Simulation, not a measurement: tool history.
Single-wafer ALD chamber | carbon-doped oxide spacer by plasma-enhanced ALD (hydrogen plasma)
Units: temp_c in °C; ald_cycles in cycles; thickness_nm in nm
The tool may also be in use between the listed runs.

run	hour	temp_c	ald_cycles	thickness_nm
1	0	405	670	34.904
2	6.3	406	655	34.072
3	10.4	406	723	37.803
4	15.2	412	723	36.649
5	19.6	412	810	41.19
6	23.3	414	775	38.514
7	27.3	416	753	37.53
8	31.3	417	729	36.448
9	38	418	706	35.079

Forecast run 10:
10	46	419	689	?

{"run 10": {"thickness_nm": 33.963}}
